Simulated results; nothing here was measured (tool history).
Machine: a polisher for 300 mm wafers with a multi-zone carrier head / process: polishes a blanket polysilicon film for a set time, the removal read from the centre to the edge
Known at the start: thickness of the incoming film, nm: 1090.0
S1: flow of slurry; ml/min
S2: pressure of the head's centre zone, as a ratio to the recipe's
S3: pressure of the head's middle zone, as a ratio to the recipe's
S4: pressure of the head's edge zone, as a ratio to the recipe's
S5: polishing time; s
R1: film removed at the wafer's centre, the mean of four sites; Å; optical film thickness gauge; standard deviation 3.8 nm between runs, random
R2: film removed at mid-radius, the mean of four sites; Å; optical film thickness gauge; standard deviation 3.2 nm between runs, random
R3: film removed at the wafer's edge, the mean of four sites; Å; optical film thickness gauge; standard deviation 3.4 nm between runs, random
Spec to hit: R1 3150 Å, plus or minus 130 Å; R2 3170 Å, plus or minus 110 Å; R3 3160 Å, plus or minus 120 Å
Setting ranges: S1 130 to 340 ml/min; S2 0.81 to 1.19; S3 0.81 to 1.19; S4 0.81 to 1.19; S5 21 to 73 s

run  hour   S1    S2    S3    S4  S5      R1      R2      R3
  1     0  220     1     1     1  47  3586.6  3744.4  3611.5
  2   5.5  220     1     1     1  39  3074.7  3108.4  3018.1
  3  10.5  220     1     1     1  29  2288.6  2290.9  2238.1
  4    19  220  1.01  1.01  1.01  30  2314.5  2357.5  2265.5
  5  21.7  225  1.01  1.01  1.01  31  2436.9  2455.5  2411.3
  6  30.4  225  1.01  0.93  1.01  31  2398.3  2301.6  2430.2
  7  36.8  230  1.01  0.94  1.02  32  2485.7  2412.2  2459.7
  8  41.6  230  1.01  0.94  1.02  33  2549.9  2441.1  2599.3
  9  43.2  235  1.01  0.95  1.03  34  2656.5  2577.9  2687.8
 10  46.5  245  1.01  0.96  1.04  34  2710.8  2636.1  2733.6
 11  54.2  255  1.01  0.97  1.05  34  2680.8  2702.2  2717.2
 12  59.5  260  1.02  0.97  1.06  34    2820  2702.9  2717.5
 13  62.5  265  0.99  1.03  1.15  40  3100.3  3322.4    3304
 14  69.9  255  1.01  1.02  1.13  40  3175.4  3260.3  3353.9
 15    71  255  1.01  1.02  1.12  40  3239.7  3287.7  3366.9
 16  73.3  235  1.01  1.02  1.05  38  3014.5  3141.4    2966
 17  76.4  245  1.02     1  1.07  38  2985.6  3051.7  3084.2
 18  81.4  250  1.02     1  1.07  38  3077.5  3041.3  3064.7

Consider the 4 candidate settings below. Which is the only one whose results all fall within their allowed miss of target?
  A  86.4  230  1.11  0.96  1.06  37   ?   ?   ?
  B  86.4  270  1.04  0.97  1.02  35   ?   ?   ?
  C  86.4  195  1.15  0.99  1.17  37   ?   ?   ?
  D  86.4  255  1.03     1  1.07  39   ?   ?   ?

move      R1      R2      R3
   A  3191.9  2878.1  2931.6
   B  2887.5  2799.5  2759.5
   C  3225.5  2886.2  3029.8
   D  3164.6  3180.2    3132
A: its largest miss is bigger than the last run's
B: its largest miss is bigger than the last run's
C: its largest miss is bigger than the last run's
D: every result within its allowed miss
Go with D: it meets all targets.
